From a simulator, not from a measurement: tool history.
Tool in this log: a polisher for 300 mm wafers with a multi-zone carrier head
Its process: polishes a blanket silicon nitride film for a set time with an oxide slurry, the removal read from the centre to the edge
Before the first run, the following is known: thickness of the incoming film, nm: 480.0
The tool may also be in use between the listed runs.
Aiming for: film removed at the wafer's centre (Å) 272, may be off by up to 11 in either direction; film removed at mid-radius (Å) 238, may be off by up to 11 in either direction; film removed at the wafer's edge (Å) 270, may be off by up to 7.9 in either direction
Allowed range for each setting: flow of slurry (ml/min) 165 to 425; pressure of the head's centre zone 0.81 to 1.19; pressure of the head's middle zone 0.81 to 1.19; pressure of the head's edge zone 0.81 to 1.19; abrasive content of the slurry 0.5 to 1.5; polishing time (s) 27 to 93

run,hour,flow of slurry (ml/min),pressure of the head's centre zone,pressure of the head's middle zone,pressure of the head's edge zone,abrasive content of the slurry,polishing time (s),film removed at the wafer's centre (Å),film removed at mid-radius (Å),film removed at the wafer's edge (Å)
1,0,275,1,1,1,1,59,328.39,333.4,339.13
2,0.9,275,1,1,1,1.2,59,340.53,342.23,361.13
3,9.8,270,1,0.96,1,1.1,58,338.25,321.47,347.49
4,14.5,265,0.98,0.93,1,1,57,307.95,297.92,328.51
5,18.1,260,0.98,0.91,0.98,0.95,57,296.87,286.01,317.53
6,20.9,260,0.98,0.91,0.98,0.95,70,365.39,354.6,387.28
7,26.4,255,0.99,0.89,0.97,0.85,68,347.75,322.68,361.77
8,29.9,255,0.99,0.88,0.95,0.8,67,333.2,314.33,350.16
9,35.9,255,1,0.87,0.94,0.75,65,325.29,292.89,326.28
10,38.1,235,0.93,0.81,0.88,0.5,63,249.73,231,265.56
11,40.6,240,0.94,0.81,0.88,0.5,63,252.94,233.46,265.75
12,44.8,245,0.95,0.81,0.88,0.5,63,255.67,231.57,266.19

Of the 5 settings listed for the next run, only one would bring every result within its allowed miss of target. Which one?
A,49,245,0.92,0.81,0.93,0.5,63,?,?,?
B,49,260,1.03,0.85,0.84,0.5,61,?,?,?
C,49,245,0.87,0.89,0.89,0.6,58,?,?,?
D,49,405,0.98,0.81,0.89,0.55,59,?,?,?
E,49,215,0.9,0.81,0.99,0.7,56,?,?,?

move,film removed at the wafer's centre (Å),film removed at mid-radius (Å),film removed at the wafer's edge (Å)
A,242.89,237.98,271.23
B,265.84,239.56,252.07
C,225.12,248.35,260.28
D,264.87,242.17,267.31
E,232.27,233.16,275.03
A: further off than the last run
B: the worst result of the last run now meets its target, but another is out of spec
C: further off than the last run
D: in spec on every target
E: further off than the last run
Go with D: it meets all targets.
